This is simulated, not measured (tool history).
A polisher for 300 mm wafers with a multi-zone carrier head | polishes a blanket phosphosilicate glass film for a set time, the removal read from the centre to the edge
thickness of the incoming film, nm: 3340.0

run,hour,flow of slurry (ml/min),pressure of the head's centre zone,pressure of the head's middle zone,pressure of the head's edge zone,abrasive content of the slurry,polishing time (s),film removed at the wafer's centre (nm),film removed at mid-radius (nm),film removed at the wafer's edge (nm)
1,0,120,1,1,1,1,44,246.56,246.15,270.6
2,8.5,125,1.02,1,1,1,44,257.95,254.13,268.84
3,17.4,125,1.02,1.05,1,1,44,257.18,262.45,272.24
4,22.4,125,1.02,0.97,1,1,44,262.15,252.91,271.8
# hour 25.6: slurry nozzle cleaned
5,25.6,150,1.02,0.97,1,1,44,328.39,303.1,310.59
6,29.2,150,1.02,1.03,1,1,44,324.84,309.74,310.76

Forecast run 7:
7,31.4,150,1.02,1.03,1,1,44,?,?,?

film removed at the wafer's centre (nm): 327.09
film removed at mid-radius (nm): 312.12
film removed at the wafer's edge (nm): 309.46
